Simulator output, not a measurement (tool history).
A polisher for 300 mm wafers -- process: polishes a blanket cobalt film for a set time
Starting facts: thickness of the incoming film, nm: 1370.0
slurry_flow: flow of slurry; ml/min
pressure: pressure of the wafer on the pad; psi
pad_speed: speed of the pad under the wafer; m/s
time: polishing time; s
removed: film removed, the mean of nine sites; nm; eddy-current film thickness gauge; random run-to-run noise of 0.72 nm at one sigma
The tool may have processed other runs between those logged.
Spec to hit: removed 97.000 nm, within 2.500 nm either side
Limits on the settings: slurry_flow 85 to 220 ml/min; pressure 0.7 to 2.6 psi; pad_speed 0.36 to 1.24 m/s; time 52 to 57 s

| run | hour | slurry_flow | pressure | pad_speed | time | removed |
|---|---|---|---|---|---|---|
| 1 | 0.0 | 140 | 1.6 | 0.80 | 57 | 171.570 |
| 2 | 6.2 | 140 | 1.6 | 0.80 | 57 | 172.150 |
| 3 | 8.2 | 125 | 1.6 | 0.80 | 57 | 167.410 |
| 4 | 15.6 | 115 | 1.3 | 0.80 | 57 | 137.020 |
| 5 | 23.9 | 115 | 1.3 | 0.80 | 52 | 125.530 |
| 6 | 24.5 | 115 | 1.3 | 0.98 | 52 | 152.280 |
| 7 | 31.3 | 110 | 1.1 | 0.98 | 52 | 131.220 |
| 8 | 32.5 | 105 | 1.0 | 0.98 | 52 | 118.690 |
| 9 | 37.8 | 100 | 0.9 | 0.98 | 52 | 107.010 |
| 10 | 44.3 | 95 | 0.9 | 0.98 | 52 | 105.480 |
| 11 | 51.2 | 90 | 0.9 | 0.98 | 52 | 103.550 |
| 12 | 57.8 | 85 | 0.9 | 0.98 | 52 | 102.770 |
| 13 | 59.7 | 85 | 0.8 | 0.98 | 52 | 91.442 |

Which of these 4 next moves meets every target?
| A | 61.6 | 145 | 0.8 | 0.90 | 53 | ? |
| B | 61.6 | 105 | 0.7 | 1.00 | 52 | ? |
| C | 61.6 | 90 | 0.9 | 0.92 | 56 | ? |
| D | 61.6 | 115 | 0.8 | 0.84 | 52 | ? |

| move | removed |
|---|---|
| A | 98.524 |
| B | 89.508 |
| C | 105.600 |
| D | 86.286 |
A: every result lands within tolerance
B: its largest miss is bigger than the last run's
C: moves the result that the last run missed by most past its target, out the other side
D: its largest miss is bigger than the last run's
Correct choice: A, which meets every target

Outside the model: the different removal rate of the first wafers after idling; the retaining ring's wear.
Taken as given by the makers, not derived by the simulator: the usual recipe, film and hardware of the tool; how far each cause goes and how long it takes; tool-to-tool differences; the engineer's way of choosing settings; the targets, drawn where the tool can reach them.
